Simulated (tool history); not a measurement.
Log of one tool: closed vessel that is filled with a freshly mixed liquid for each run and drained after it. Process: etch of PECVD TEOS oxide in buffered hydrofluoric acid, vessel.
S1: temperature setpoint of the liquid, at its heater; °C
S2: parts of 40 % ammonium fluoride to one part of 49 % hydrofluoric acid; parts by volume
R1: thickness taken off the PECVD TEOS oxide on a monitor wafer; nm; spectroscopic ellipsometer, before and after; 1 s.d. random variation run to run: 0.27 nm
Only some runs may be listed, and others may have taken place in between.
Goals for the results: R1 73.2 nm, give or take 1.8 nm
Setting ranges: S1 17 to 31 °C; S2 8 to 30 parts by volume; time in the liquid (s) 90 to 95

run 1 hour=0 | S1=23 S2=21.5 time_in_the_liquid_(s)=90 | R1=103.52
run 2 hour=7.2 | S1=21.5 S2=21.5 time_in_the_liquid_(s)=90 | R1=95.151
run 3 hour=11.9 | S1=21.5 S2=17 time_in_the_liquid_(s)=90 | R1=116.41
run 4 hour=15.1 | S1=21.5 S2=17 time_in_the_liquid_(s)=90 | R1=116.79
run 5 hour=18.8 | S1=21.5 S2=17 time_in_the_liquid_(s)=90 | R1=117.2
run 6 hour=20 | S1=24 S2=17 time_in_the_liquid_(s)=90 | R1=134.59
run 7 hour=27.3 | S1=20 S2=24 time_in_the_liquid_(s)=90 | R1=80.898
run 8 hour=33.8 | S1=19.5 S2=24 time_in_the_liquid_(s)=90 | R1=79.279
run 9 hour=40.8 | S1=19.5 S2=24 time_in_the_liquid_(s)=90 | R1=79.131

Consider the 5 candidate settings below. Which is the only one whose results all fall within their allowed miss of target?
run A hour=47.8 | S1=17.5 S2=19 time_in_the_liquid_(s)=95 | R1=?
run B hour=47.8 | S1=18 S2=23.5 time_in_the_liquid_(s)=95 | R1=?
run C hour=47.8 | S1=17 S2=26 time_in_the_liquid_(s)=95 | R1=?
run D hour=47.8 | S1=17 S2=22 time_in_the_liquid_(s)=90 | R1=?
run E hour=47.8 | S1=18.5 S2=26.5 time_in_the_liquid_(s)=90 | R1=?

move=A R1=88.663
move=B R1=77.553
move=C R1=68.351
move=D R1=72.682
move=E R1=69.544
A: further off than the last run
B: nearer the targets than the last run, but a result is still out of spec
C: takes the result that was furthest off past its target
D: every result lands within tolerance
E: takes the result that was furthest off past its target
Move D is the one to make.
